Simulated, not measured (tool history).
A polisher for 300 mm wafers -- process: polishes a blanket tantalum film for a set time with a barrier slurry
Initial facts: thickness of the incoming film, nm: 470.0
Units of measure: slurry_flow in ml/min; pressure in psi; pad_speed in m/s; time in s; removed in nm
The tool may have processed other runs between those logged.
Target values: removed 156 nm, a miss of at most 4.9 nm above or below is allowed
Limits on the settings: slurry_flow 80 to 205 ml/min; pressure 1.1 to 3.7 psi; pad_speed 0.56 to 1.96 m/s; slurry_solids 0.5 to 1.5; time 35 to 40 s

Run 1, hour 0: slurry_flow 135 ml/min, pressure 2.4 psi, pad_speed 1.26 m/s, slurry_solids 1, time 40 s. Result: removed 102.2 nm.
Run 2, hour 6.3: slurry_flow 135 ml/min, pressure 2.4 psi, pad_speed 1.4 m/s, slurry_solids 1, time 40 s. Result: removed 111.61 nm.
Run 3, hour 11.3: slurry_flow 160 ml/min, pressure 2.4 psi, pad_speed 1.4 m/s, slurry_solids 1, time 40 s. Result: removed 117.63 nm.
Run 4, hour 13.5: slurry_flow 160 ml/min, pressure 1.8 psi, pad_speed 1.4 m/s, slurry_solids 1, time 40 s. Result: removed 87.217 nm.
Run 5, hour 17.7: slurry_flow 160 ml/min, pressure 1.9 psi, pad_speed 1.4 m/s, slurry_solids 1, time 40 s. Result: removed 92.007 nm.
Run 6, hour 20.4: slurry_flow 160 ml/min, pressure 2 psi, pad_speed 1.4 m/s, slurry_solids 1, time 40 s. Result: removed 96.349 nm.
Run 7, hour 24.2: slurry_flow 160 ml/min, pressure 2.1 psi, pad_speed 1.4 m/s, slurry_solids 1, time 40 s. Result: removed 102.42 nm.
Run 8, hour 27.1: slurry_flow 165 ml/min, pressure 2.2 psi, pad_speed 1.4 m/s, slurry_solids 1, time 40 s. Result: removed 107.24 nm.
Run 9, hour 30: slurry_flow 180 ml/min, pressure 2.8 psi, pad_speed 1.42 m/s, slurry_solids 1, time 40 s. Result: removed 139.64 nm.
Run 10, hour 31.1: slurry_flow 180 ml/min, pressure 3 psi, pad_speed 1.42 m/s, slurry_solids 1, time 40 s. Result: removed 150.17 nm.

Exactly one of the 4 candidate moves below puts every result within its allowed miss. Which one?
Run A, hour 32.2: slurry_flow 190 ml/min, pressure 3.1 psi, pad_speed 1.48 m/s, slurry_solids 1.05, time 40 s. Result: removed ?.
Run B, hour 32.2: slurry_flow 170 ml/min, pressure 2.8 psi, pad_speed 1.58 m/s, slurry_solids 1.05, time 40 s. Result: removed ?.
Run C, hour 32.2: slurry_flow 165 ml/min, pressure 3.2 psi, pad_speed 1.4 m/s, slurry_solids 0.9, time 39 s. Result: removed ?.
Run D, hour 32.2: slurry_flow 165 ml/min, pressure 2.9 psi, pad_speed 1.68 m/s, slurry_solids 1.1, time 40 s. Result: removed ?.

move  removed
   A   166.48
   B   157.96
   C   145.92
   D   175.53
A: takes the result that was furthest off past its target
B: each result inside its tolerance
C: its largest miss is bigger than the last run's
D: takes the result that was furthest off past its target
The right move is B.
